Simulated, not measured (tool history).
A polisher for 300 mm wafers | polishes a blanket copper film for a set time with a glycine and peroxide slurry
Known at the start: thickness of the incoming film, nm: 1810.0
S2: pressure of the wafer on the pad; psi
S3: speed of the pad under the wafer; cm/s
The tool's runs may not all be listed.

run 1 hour=0 | flow_of_slurry_(ml/min)=285 S2=3.1 S3=98 polishing_time_(s)=86 | film_removed_(nm)=483.7
run 2 hour=0.5 | flow_of_slurry_(ml/min)=285 S2=3.1 S3=98 polishing_time_(s)=86 | film_removed_(nm)=492.76
run 3 hour=6.6 | flow_of_slurry_(ml/min)=285 S2=2.8 S3=98 polishing_time_(s)=86 | film_removed_(nm)=443.94
run 4 hour=7.4 | flow_of_slurry_(ml/min)=285 S2=3.1 S3=98 polishing_time_(s)=86 | film_removed_(nm)=479.9
run 5 hour=12.4 | flow_of_slurry_(ml/min)=330 S2=3.1 S3=98 polishing_time_(s)=86 | film_removed_(nm)=497.76
run 6 hour=20.1 | flow_of_slurry_(ml/min)=330 S2=2.8 S3=98 polishing_time_(s)=86 | film_removed_(nm)=459.54
run 7 hour=22.2 | flow_of_slurry_(ml/min)=330 S2=3.1 S3=100 polishing_time_(s)=86 | film_removed_(nm)=503.34
run 8 hour=25.4 | flow_of_slurry_(ml/min)=330 S2=3.3 S3=100 polishing_time_(s)=86 | film_removed_(nm)=544.07
run 9 hour=32.5 | flow_of_slurry_(ml/min)=330 S2=4.2 S3=104 polishing_time_(s)=86 | film_removed_(nm)=666.33
run 10 hour=40.6 | flow_of_slurry_(ml/min)=330 S2=4.3 S3=104 polishing_time_(s)=86 | film_removed_(nm)=698.31

Forecast run 11:
run 11 hour=41.1 | flow_of_slurry_(ml/min)=330 S2=4.4 S3=104 polishing_time_(s)=86 | film_removed_(nm)=?

film removed (nm): 717.71
